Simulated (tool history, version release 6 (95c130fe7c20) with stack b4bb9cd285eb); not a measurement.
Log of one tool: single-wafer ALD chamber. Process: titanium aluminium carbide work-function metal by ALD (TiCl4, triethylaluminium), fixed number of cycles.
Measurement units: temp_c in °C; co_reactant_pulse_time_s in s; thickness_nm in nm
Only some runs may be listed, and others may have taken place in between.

run,hour,temp_c,co_reactant_pulse_time_s,thickness_nm
1,0.0,320,8.52,2.0085
2,7.6,324,8.52,2.0371
3,11.7,317,7.04,1.9107
4,18.9,322,7.04,1.9483
5,21.6,317,6.15,1.8374
6,28.6,314,5.89,1.7966
7,34.7,304,4.92,1.6139
8,40.7,306,5.01,1.6473
9,47.7,307,5.07,1.6547

The next listed run, before its measurement:
10,50.2,312,5.71,?

thickness_nm: 1.7643 nm
